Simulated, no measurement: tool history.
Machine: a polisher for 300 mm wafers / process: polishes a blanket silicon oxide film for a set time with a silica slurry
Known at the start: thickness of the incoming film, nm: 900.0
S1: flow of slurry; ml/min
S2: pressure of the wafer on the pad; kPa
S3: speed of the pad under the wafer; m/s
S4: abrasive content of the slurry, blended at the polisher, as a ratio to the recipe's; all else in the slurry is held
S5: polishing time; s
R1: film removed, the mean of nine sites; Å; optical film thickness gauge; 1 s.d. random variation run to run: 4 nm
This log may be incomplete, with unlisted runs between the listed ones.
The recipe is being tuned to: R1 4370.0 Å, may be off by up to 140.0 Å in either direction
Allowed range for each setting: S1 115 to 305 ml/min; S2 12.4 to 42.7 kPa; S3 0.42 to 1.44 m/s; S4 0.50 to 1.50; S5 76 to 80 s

run  hour   S1    S2    S3    S4  S5      R1
  1   0.0  195  27.6  0.92  1.00  76  2361.6
  2   8.5  235  27.6  0.92  1.00  76  2416.1
  3  11.5  235  32.4  0.94  1.00  76  2857.4
  4  15.2  235  35.2  0.98  1.00  76  3178.4
  5  23.7  235  37.2  1.02  1.00  76  3461.1
  6  25.0  260  37.2  1.02  1.00  76  3461.0
  7  30.4  260  42.7  1.06  1.00  76  4095.0
  8  36.2  260  42.7  1.06  1.00  76  4104.4
  9  42.4  260  42.7  1.08  1.00  76  4170.0
 10  45.6  260  42.7  1.10  1.00  76  4265.1

5 candidate next runs follow, results not yet known. Just one meets every target within its allowed miss. Identify it.
  A  48.8  255  42.7  1.08  0.90  79   ?
  B  48.8  255  39.3  1.12  1.10  76   ?
  C  48.8  275  40.0  1.16  1.00  76   ?
  D  48.8  260  42.7  0.94  1.10  78   ?
  E  48.8  285  36.5  1.22  1.15  78   ?

move      R1
   A  4040.6
   B  4139.0
   C  4112.4
   D  4113.1
   E  4336.5
A: moves away from the targets compared with the last run
B: moves away from the targets compared with the last run
C: moves away from the targets compared with the last run
D: moves away from the targets compared with the last run
E: every result within its allowed miss
E is the move that brings every result within its allowed miss.
